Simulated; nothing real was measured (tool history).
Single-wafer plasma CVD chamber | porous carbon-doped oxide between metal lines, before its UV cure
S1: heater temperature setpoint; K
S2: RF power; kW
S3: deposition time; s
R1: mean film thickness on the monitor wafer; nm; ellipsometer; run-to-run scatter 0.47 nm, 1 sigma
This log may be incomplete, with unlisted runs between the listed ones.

run  hour      S1     S2    S3      R1
  1   0.0  573.15  0.575  40.2  232.85
  2   3.8  573.15  0.650  40.2  253.42
  3  11.7  573.15  0.720  40.2  272.15
  4  14.4  573.15  0.720  38.4  260.16
  5  17.2  576.15  0.710  38.4  253.39
  6  24.7  576.15  0.710  40.2  264.88

The next listed run, before its measurement:
  7  32.2  576.15  0.710  40.2   ?

{"run 7": {"R1": 264.7}}

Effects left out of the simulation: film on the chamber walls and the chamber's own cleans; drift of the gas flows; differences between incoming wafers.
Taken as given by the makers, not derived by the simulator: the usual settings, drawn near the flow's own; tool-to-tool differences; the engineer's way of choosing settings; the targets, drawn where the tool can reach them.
